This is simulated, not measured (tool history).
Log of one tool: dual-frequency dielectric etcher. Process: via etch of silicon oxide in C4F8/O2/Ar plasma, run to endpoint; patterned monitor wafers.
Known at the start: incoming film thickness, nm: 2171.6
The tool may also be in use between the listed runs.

Run 1, hour 0: source power (W) 2440, bias power (W) 2174. Result: endpoint time (s) 384.87.
Run 2, hour 1: source power (W) 2210, bias power (W) 2174. Result: endpoint time (s) 399.2.
Run 3, hour 8.3: source power (W) 2210, bias power (W) 2482. Result: endpoint time (s) 385.18.
Run 4, hour 16.3: source power (W) 2060, bias power (W) 2482. Result: endpoint time (s) 392.53.
Run 5, hour 18.9: source power (W) 2200, bias power (W) 2540. Result: endpoint time (s) 383.17.
Run 6, hour 26.5: source power (W) 2320, bias power (W) 2591. Result: endpoint time (s) 379.08.

Forecast run 7:
Run 7, hour 32.2: source power (W) 2320, bias power (W) 2591. Result: endpoint time (s) ?.

endpoint time (s): 379.91
